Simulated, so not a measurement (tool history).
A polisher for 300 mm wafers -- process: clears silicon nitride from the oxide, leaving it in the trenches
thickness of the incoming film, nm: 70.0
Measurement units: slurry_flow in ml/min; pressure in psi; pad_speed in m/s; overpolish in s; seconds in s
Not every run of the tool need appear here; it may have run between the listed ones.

| run | day | slurry_flow | pressure | pad_speed | overpolish | seconds |
|---|---|---|---|---|---|---|
| 1 | 0 | 195 | 2.1 | 0.8 | 7 | 117.94 |
| 2 | 0.367 | 145 | 2.1 | 0.8 | 7 | 123.28 |
| 3 | 0.538 | 155 | 2.3 | 0.8 | 7 | 111.47 |
| 4 | 0.904 | 165 | 2.5 | 0.8 | 7 | 101.65 |
| 5 | 1.092 | 165 | 2.5 | 0.96 | 7 | 85.527 |
| 6 | 1.362 | 165 | 2.5 | 0.96 | 5 | 83.908 |
| 7 | 1.596 | 170 | 2.5 | 0.96 | 5 | 85.951 |

The next listed run, before its measurement:
| 8 | 1.842 | 175 | 2.6 | 0.96 | 5 | ? |

Run 8 measured seconds 80.983 s.
